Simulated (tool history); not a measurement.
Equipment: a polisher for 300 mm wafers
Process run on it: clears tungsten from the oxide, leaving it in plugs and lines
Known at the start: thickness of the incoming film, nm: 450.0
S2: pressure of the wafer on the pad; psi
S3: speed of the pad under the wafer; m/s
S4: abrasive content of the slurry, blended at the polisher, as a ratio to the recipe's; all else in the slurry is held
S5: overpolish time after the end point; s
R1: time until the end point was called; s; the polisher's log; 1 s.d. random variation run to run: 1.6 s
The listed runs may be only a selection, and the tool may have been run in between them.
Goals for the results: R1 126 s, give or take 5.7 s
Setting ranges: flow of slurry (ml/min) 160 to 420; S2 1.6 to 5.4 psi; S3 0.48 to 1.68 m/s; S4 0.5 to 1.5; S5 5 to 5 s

{"run": 1, "hour": 0.0, "flow of slurry (ml/min)": 270, "S2": 3.5, "S3": 1.08, "S4": 1, "S5": 5, "R1": 88.477}
{"run": 2, "hour": 8.0, "flow of slurry (ml/min)": 270, "S2": 3.3, "S3": 1.08, "S4": 1, "S5": 5, "R1": 91.264}
{"run": 3, "hour": 11.6, "flow of slurry (ml/min)": 270, "S2": 3.1, "S3": 1.08, "S4": 1, "S5": 5, "R1": 97.366}
{"run": 4, "hour": 16.0, "flow of slurry (ml/min)": 270, "S2": 2.9, "S3": 1.08, "S4": 1, "S5": 5, "R1": 105.16}
{"run": 5, "hour": 16.6, "flow of slurry (ml/min)": 270, "S2": 3.2, "S3": 1.08, "S4": 1, "S5": 5, "R1": 94.638}
{"run": 6, "hour": 22.3, "flow of slurry (ml/min)": 270, "S2": 3, "S3": 1.08, "S4": 1, "S5": 5, "R1": 101.67}
{"run": 7, "hour": 30.9, "flow of slurry (ml/min)": 270, "S2": 2.9, "S3": 1.08, "S4": 1, "S5": 5, "R1": 104.66}
{"run": 8, "hour": 31.7, "flow of slurry (ml/min)": 270, "S2": 2.8, "S3": 1.08, "S4": 1, "S5": 5, "R1": 107.82}
{"run": 9, "hour": 35.9, "flow of slurry (ml/min)": 270, "S2": 2.7, "S3": 1.08, "S4": 1, "S5": 5, "R1": 112.01}

Below are 4 possible settings for the next run. Only one of them brings all results inside the allowed miss of their targets. Which is it?
{"run": "A", "hour": 40.1, "flow of slurry (ml/min)": 260, "S2": 3.2, "S3": 1.1, "S4": 0.95, "S5": 5, "R1": "?"}
{"run": "B", "hour": 40.1, "flow of slurry (ml/min)": 165, "S2": 3.3, "S3": 1.28, "S4": 0.7, "S5": 5, "R1": "?"}
{"run": "C", "hour": 40.1, "flow of slurry (ml/min)": 270, "S2": 2.3, "S3": 1.18, "S4": 0.9, "S5": 5, "R1": "?"}
{"run": "D", "hour": 40.1, "flow of slurry (ml/min)": 365, "S2": 2.6, "S3": 1.1, "S4": 1, "S5": 5, "R1": "?"}

move=A R1=97.079
move=B R1=95.021
move=C R1=126.86
move=D R1=113.56
A: the biggest miss grows against the last run
B: the biggest miss grows against the last run
C: every result within its allowed miss
D: nearer the targets than the last run, but a result is still out of spec
Move C is the one to make.

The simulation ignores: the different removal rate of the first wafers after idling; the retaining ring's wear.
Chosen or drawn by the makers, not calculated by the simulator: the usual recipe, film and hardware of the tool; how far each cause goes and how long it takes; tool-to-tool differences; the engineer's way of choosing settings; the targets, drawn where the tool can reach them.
